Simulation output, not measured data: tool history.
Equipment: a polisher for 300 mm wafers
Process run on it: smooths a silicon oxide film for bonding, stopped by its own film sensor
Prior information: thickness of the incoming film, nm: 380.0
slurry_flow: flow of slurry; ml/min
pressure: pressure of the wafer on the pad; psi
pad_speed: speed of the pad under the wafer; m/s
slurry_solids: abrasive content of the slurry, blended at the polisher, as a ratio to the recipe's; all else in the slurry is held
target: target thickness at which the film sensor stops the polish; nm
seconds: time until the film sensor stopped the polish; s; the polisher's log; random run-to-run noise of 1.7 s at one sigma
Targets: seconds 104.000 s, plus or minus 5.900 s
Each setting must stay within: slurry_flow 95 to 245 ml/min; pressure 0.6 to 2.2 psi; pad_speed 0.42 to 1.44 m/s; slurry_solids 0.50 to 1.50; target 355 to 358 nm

run,hour,slurry_flow,pressure,pad_speed,slurry_solids,target,seconds
1,0.0,155,1.4,0.92,1.00,355,55.261
2,5.7,155,1.3,0.90,1.00,355,58.221
3,13.8,155,1.3,0.80,1.00,355,64.831
4,16.5,175,1.3,0.80,1.00,355,62.625
5,24.4,175,1.2,0.78,1.00,355,69.021
6,24.9,175,1.2,0.94,1.00,355,60.665
7,29.5,175,1.1,0.92,1.00,355,64.465
8,32.4,175,1.0,0.88,1.00,355,75.766
# hour 38.8: head pressure recalibrated
9,38.8,170,0.9,0.88,1.00,355,87.831
10,40.2,165,0.9,0.88,1.00,355,89.249
11,47.9,160,0.9,0.88,1.00,355,86.042
12,50.1,160,0.9,0.88,1.00,355,85.409
13,53.8,155,0.8,0.88,1.00,355,98.938
14,58.7,145,0.8,0.88,1.00,355,98.293

Which of these 4 next moves meets every target?
A,63.6,115,0.9,0.82,1.15,355,?
B,63.6,140,0.8,0.96,1.00,355,?
C,63.6,115,0.7,0.92,1.15,355,?
D,63.6,160,0.8,0.90,0.95,357,?

move,seconds
A,93.840
B,94.327
C,106.910
D,90.103
A: lands further from the targets than the last run did
B: lands further from the targets than the last run did
C: every result within its allowed miss
D: lands further from the targets than the last run did
C meets every target.
